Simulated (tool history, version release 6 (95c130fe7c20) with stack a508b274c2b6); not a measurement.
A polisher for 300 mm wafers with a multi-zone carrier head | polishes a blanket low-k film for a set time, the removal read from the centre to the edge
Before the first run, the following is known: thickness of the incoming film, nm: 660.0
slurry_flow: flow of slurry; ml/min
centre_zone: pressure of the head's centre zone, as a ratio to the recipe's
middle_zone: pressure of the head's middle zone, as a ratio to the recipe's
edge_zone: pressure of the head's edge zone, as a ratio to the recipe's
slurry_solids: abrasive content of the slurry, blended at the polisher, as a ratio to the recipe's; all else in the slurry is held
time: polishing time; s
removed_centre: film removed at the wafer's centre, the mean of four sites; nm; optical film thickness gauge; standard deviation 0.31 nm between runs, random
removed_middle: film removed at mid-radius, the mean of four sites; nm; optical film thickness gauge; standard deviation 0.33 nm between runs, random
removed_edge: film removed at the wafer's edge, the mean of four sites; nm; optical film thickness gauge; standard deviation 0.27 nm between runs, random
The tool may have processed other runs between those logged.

run 1 hour=0.0 | slurry_flow=170 centre_zone=1.00 middle_zone=1.00 edge_zone=1.00 slurry_solids=1.00 time=66 | removed_centre=23.318 removed_middle=23.619 removed_edge=23.383
run 2 hour=5.7 | slurry_flow=180 centre_zone=0.99 middle_zone=1.04 edge_zone=1.02 slurry_solids=1.05 time=66 | removed_centre=24.206 removed_middle=25.308 removed_edge=24.602
run 3 hour=11.9 | slurry_flow=180 centre_zone=0.99 middle_zone=1.04 edge_zone=0.98 slurry_solids=1.05 time=66 | removed_centre=23.917 removed_middle=25.408 removed_edge=23.972
run 4 hour=18.8 | slurry_flow=180 centre_zone=0.99 middle_zone=0.96 edge_zone=0.98 slurry_solids=1.05 time=66 | removed_centre=23.931 removed_middle=23.552 removed_edge=24.026
run 5 hour=22.2 | slurry_flow=180 centre_zone=0.99 middle_zone=0.96 edge_zone=1.03 slurry_solids=1.05 time=66 | removed_centre=23.830 removed_middle=23.681 removed_edge=24.614
run 6 hour=25.6 | slurry_flow=180 centre_zone=0.99 middle_zone=0.96 edge_zone=1.03 slurry_solids=0.85 time=66 | removed_centre=21.436 removed_middle=21.503 removed_edge=22.504
run 7 hour=33.3 | slurry_flow=190 centre_zone=0.99 middle_zone=1.02 edge_zone=1.05 slurry_solids=0.90 time=66 | removed_centre=22.475 removed_middle=23.591 removed_edge=23.218
run 8 hour=35.3 | slurry_flow=200 centre_zone=0.98 middle_zone=1.06 edge_zone=1.07 slurry_solids=0.95 time=66 | removed_centre=23.089 removed_middle=24.955 removed_edge=24.047
run 9 hour=41.6 | slurry_flow=205 centre_zone=0.97 middle_zone=1.09 edge_zone=1.08 slurry_solids=1.00 time=66 | removed_centre=23.573 removed_middle=26.979 removed_edge=24.773
run 10 hour=50.6 | slurry_flow=210 centre_zone=0.97 middle_zone=1.10 edge_zone=1.10 slurry_solids=1.00 time=66 | removed_centre=23.873 removed_middle=26.624 removed_edge=25.024
run 11 hour=58.1 | slurry_flow=215 centre_zone=0.96 middle_zone=1.12 edge_zone=1.11 slurry_solids=1.00 time=66 | removed_centre=23.158 removed_middle=26.676 removed_edge=25.035

The next listed run, before its measurement:
run 12 hour=60.9 | slurry_flow=220 centre_zone=0.96 middle_zone=1.14 edge_zone=1.11 slurry_solids=1.05 time=66 | removed_centre=? removed_middle=? removed_edge=?

removed_centre: 23.774 nm
removed_middle: 28.386 nm
removed_edge: 25.987 nm
